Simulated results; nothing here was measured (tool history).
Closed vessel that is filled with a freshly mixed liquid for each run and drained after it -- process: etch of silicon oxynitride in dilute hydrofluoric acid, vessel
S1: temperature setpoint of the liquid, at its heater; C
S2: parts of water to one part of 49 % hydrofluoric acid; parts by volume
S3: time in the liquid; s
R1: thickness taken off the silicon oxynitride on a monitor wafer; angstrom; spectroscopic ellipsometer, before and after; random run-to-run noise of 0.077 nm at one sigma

run	day	S1	S2	S3	R1
1	0	24	230	2525	139.07
2	0.133	25	225	2525	150.03
3	0.467	25	195	2525	176.65
4	0.804	25.5	195	2525	179.93
5	1.062	26	195	2525	183.83
6	1.35	23.5	195	2525	165.53
7	1.592	24.5	195	2525	173.01
8	1.638	24.5	195	2525	172.95
9	1.896	25	195	2525	176.24
10	1.962	25.5	195	2525	180.21
11	2.154	26	195	2525	185.09

Forecast run 12:
12	2.3	26.5	195	2525	?

{"run 12": {"R1": 189.19}}
